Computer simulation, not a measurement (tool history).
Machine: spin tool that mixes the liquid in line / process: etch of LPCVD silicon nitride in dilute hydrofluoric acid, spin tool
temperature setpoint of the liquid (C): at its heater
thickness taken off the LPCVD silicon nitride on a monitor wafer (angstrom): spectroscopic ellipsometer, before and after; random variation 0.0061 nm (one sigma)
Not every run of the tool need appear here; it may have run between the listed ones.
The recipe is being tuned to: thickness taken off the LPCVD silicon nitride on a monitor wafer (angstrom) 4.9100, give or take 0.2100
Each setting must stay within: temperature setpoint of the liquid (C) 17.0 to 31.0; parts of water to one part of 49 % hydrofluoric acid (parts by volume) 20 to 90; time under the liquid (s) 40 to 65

run    day  temperature setpoint of the liquid (C)  parts of water to one part of 49 % hydrofluoric acid (parts by volume)  time under the liquid (s)  thickness taken off the LPCVD silicon nitride on a monitor wafer (angstrom)
  1  0.000                                    23.0                                                                      50                         65                                                                       7.5239
  2  0.362                                    22.5                                                                      50                         65                                                                       7.4444
  3  0.512                                    22.0                                                                      50                         65                                                                       6.9111
  4  0.800                                    22.0                                                                      50                         65                                                                       7.0608
  5  1.038                                    21.5                                                                      50                         65                                                                       6.7861
  6  1.346                                    21.0                                                                      50                         65                                                                       6.5924
  7  1.658                                    20.5                                                                      50                         65                                                                       6.3203
  8  1.800                                    20.0                                                                      50                         65                                                                       6.1628
  9  1.833                                    19.5                                                                      50                         65                                                                       5.9624
 10  1.871                                    19.0                                                                      50                         65                                                                       5.7677
 11  1.942                                    18.0                                                                      50                         65                                                                       5.2315
 12  2.058                                    17.5                                                                      50                         65                                                                       5.1967

Next run, 5 choices. One meets every target within its allowed miss, the rest don't. Which?
  A  2.175                                    19.0                                                                      60                         60                                                                            ?
  B  2.175                                    18.0                                                                      55                         65                                                                            ?
  C  2.175                                    22.5                                                                      60                         60                                                                            ?
  D  2.175                                    17.0                                                                      45                         65                                                                            ?
  E  2.175                                    18.0                                                                      45                         60                                                                            ?

move  thickness taken off the LPCVD silicon nitride on a monitor wafer (angstrom)
   A                                                                       4.4380
   B                                                                       4.8780
   C                                                                       5.6462
   D                                                                       5.5198
   E                                                                       5.4697
A: takes the biggest miss from the last run beyond its target
B: all results land within tolerance of their targets
C: lands further from the targets than the last run did
D: lands further from the targets than the last run did
E: lands further from the targets than the last run did
Correct choice: B, which meets every target
